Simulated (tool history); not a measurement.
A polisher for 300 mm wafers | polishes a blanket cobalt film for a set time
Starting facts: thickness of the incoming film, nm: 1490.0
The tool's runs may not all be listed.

run,day,flow of slurry (ml/min),pressure of the wafer on the pad (psi),speed of the pad under the wafer (m/s),polishing time (s),film removed (Å)
1,0,190,1.3,1.12,93,4081.5
2,0.308,190,1.3,1.3,93,4440.8
3,0.683,150,1.3,1.3,93,4259.5
4,0.946,150,1.3,1.12,93,3774.6
# day 1.304: head pressure recalibrated
5,1.304,145,1.1,1.1,93,2982.4
6,1.454,140,1,1.1,93,2703.7

Estimate the outcome of run 7 from the log above:
7,1.771,135,1,1.1,93,?

{"run 7": {"film removed (Å)": 2769.7}}
